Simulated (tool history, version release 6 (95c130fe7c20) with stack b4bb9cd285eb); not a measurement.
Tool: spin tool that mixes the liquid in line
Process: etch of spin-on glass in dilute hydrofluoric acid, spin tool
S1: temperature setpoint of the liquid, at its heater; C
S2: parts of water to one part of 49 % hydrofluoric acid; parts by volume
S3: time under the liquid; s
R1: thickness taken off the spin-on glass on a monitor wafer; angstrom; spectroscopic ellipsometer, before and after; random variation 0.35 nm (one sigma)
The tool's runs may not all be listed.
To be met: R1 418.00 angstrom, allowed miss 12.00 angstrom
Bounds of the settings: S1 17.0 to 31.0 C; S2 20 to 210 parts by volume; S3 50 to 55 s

run,hour,S1,S2,S3,R1
1,0.0,23.0,115,50,186.68
2,7.5,25.0,100,50,234.96
3,13.0,26.5,90,50,280.52
4,18.7,26.5,90,50,278.20
5,19.8,27.5,85,50,308.07
6,20.9,28.5,80,50,344.35
7,24.6,31.0,70,50,442.19
8,26.2,30.5,70,50,431.53

Which of these 4 next moves meets every target?
A,27.8,31.0,75,55,?
B,27.8,31.0,70,50,?
C,27.8,28.5,70,55,?
D,27.8,29.5,70,50,?

move,R1
A,446.36
B,438.08
C,437.56
D,413.54
A: further off than the last run
B: further off than the last run
C: further off than the last run
D: meets every target
Move D is the one to make.
